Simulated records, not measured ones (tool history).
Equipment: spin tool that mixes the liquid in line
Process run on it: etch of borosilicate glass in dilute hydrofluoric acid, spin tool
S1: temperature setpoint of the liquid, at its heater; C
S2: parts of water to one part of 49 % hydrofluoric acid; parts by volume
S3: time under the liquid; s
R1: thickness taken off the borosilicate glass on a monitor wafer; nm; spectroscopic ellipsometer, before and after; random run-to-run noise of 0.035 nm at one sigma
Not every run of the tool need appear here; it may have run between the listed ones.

run    day    S1   S2  S3      R1
  1      0    25  170  15  3.0773
  2  0.229    26  165  15  3.2999
  3  0.292    27  160  15  3.5682
  4  0.408  29.5  160  15  3.9139
  5  0.492    30  160  15  3.9999
  6  0.846    30  105  15  6.4275
     1.029  -- thermometer replaced
  7  1.029  28.5  105  15  6.6359
  8  1.212    27  105  15  6.2652
  9    1.3  25.5  105  15  5.8811
 10  1.579  25.5  105  15  5.8994
 11  1.938  24.5  105  15  5.6847
 12  1.992  23.5  105  15  5.5187

Estimate the outcome of run 13 from the log above:
 13  2.2  22.5  105  15   ?

Logged for run 13: R1 5.2414 nm.
